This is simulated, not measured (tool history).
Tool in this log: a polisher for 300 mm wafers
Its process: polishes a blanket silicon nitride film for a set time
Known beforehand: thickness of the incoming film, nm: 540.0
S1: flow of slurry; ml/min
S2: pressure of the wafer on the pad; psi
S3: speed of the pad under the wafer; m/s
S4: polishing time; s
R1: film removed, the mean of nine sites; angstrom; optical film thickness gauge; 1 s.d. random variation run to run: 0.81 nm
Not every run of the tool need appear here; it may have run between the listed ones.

run 1 hour=0 | S1=175 S2=3 S3=1.22 S4=50 | R1=962.49
run 2 hour=4.6 | S1=175 S2=3.5 S3=1.22 S4=50 | R1=1097.8
run 3 hour=11.7 | S1=175 S2=3.5 S3=1.22 S4=50 | R1=1111.5
run 4 hour=15.2 | S1=185 S2=3.6 S3=1.22 S4=50 | R1=1154.4
run 5 hour=23.6 | S1=185 S2=3.6 S3=0.92 S4=50 | R1=934.19
run 6 hour=31.7 | S1=150 S2=3.6 S3=0.92 S4=50 | R1=895.94
run 7 hour=40.4 | S1=165 S2=3.8 S3=0.92 S4=50 | R1=969.55

What does the tool deliver on the next run?
run 8 hour=44.3 | S1=215 S2=4.6 S3=0.92 S4=50 | R1=?

Run 8 yielded R1 1215.6 angstrom.
